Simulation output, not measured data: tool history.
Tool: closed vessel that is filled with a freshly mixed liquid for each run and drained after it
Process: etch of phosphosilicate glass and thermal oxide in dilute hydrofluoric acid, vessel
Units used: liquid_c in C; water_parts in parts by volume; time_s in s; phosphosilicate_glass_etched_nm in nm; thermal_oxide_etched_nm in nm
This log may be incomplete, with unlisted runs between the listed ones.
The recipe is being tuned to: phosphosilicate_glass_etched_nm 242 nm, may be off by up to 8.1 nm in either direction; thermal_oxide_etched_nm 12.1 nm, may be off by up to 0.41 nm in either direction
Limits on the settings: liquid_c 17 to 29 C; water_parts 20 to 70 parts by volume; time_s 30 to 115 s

run	day	liquid_c	water_parts	time_s	phosphosilicate_glass_etched_nm	thermal_oxide_etched_nm
1	0	21	40	60	136.87	6.8526
2	0.358	21	30	60	183.08	9.307
3	0.733	23	30	60	200.23	10.098
4	1.004	23	35	60	169.52	8.6154
5	1.308	24.5	35	60	180.22	9.1621
6	1.55	26	35	60	193.41	9.7196
# day 1.767: thermometer replaced
7	1.767	27	35	60	192.12	9.6015
8	1.958	27	35	60	193.88	9.505

Exercise: of the 5 proposed moves below, exactly one satisfies all targets within the stated allowed misses. Which move is it?
A	2.15	29	35	70	?	?
B	2.15	23	20	55	?	?
C	2.15	26	25	60	?	?
D	2.15	29	30	65	?	?
E	2.15	28.5	30	65	?	?

move	phosphosilicate_glass_etched_nm	thermal_oxide_etched_nm
A	246.23	12.153
B	269.93	13.323
C	265.35	13.097
D	268.8	13.268
E	263.43	13.002
A: every result within its allowed miss
B: carries the result that was furthest off beyond its target, to the other side
C: carries the result that was furthest off beyond its target, to the other side
D: carries the result that was furthest off beyond its target, to the other side
E: carries the result that was furthest off beyond its target, to the other side
The move that meets every target is A.

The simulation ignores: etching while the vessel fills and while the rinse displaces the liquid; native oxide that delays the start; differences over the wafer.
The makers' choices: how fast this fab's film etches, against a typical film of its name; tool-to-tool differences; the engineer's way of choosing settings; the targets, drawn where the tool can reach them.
